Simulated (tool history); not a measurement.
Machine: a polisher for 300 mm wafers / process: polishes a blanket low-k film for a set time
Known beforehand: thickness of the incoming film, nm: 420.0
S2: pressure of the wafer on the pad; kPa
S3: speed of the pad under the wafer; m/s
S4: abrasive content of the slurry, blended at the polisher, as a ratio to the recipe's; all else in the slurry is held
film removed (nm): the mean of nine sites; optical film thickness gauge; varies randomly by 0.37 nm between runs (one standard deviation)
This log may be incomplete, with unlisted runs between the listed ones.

run 1 hour=0.0 | flow_of_slurry_(ml/min)=255 S2=15.2 S3=0.90 S4=1.0 polishing_time_(s)=58 | film_removed_(nm)=17.891
run 2 hour=6.3 | flow_of_slurry_(ml/min)=255 S2=19.3 S3=0.90 S4=1.0 polishing_time_(s)=58 | film_removed_(nm)=21.390
run 3 hour=7.5 | flow_of_slurry_(ml/min)=255 S2=20.7 S3=0.92 S4=1.0 polishing_time_(s)=58 | film_removed_(nm)=23.436
run 4 hour=9.3 | flow_of_slurry_(ml/min)=255 S2=20.7 S3=0.92 S4=1.1 polishing_time_(s)=58 | film_removed_(nm)=23.806
run 5 hour=17.0 | flow_of_slurry_(ml/min)=255 S2=20.7 S3=0.84 S4=1.1 polishing_time_(s)=58 | film_removed_(nm)=23.131
run 6 hour=22.1 | flow_of_slurry_(ml/min)=255 S2=20.7 S3=0.84 S4=1.0 polishing_time_(s)=58 | film_removed_(nm)=21.879

Run 7, settings as shown, results not yet in. Your forecast:
run 7 hour=22.8 | flow_of_slurry_(ml/min)=255 S2=21.4 S3=0.88 S4=1.0 polishing_time_(s)=58 | film_removed_(nm)=?

film removed (nm): 23.167

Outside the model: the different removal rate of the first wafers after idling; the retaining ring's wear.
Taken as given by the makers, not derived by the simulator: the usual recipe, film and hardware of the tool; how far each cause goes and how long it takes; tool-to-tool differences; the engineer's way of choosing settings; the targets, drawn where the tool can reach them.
